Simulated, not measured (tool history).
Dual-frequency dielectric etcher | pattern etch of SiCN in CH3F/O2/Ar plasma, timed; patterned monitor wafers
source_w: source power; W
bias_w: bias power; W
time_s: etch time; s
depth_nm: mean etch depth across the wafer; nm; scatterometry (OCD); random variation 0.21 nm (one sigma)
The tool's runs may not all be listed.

run	hour	source_w	bias_w	time_s	depth_nm
1	0.0	490	89	87.0	39.721
2	4.1	500	90	87.0	40.146
3	7.5	540	90	87.0	40.796
4	14.7	550	91	87.0	40.942
5	21.4	480	91	87.0	39.388
6	22.2	480	91	87.0	39.597
7	30.7	490	93	87.0	40.229

The next listed run, before its measurement:
8	39.4	500	94	87.0	?

{"run 8": {"depth_nm": 40.524}}
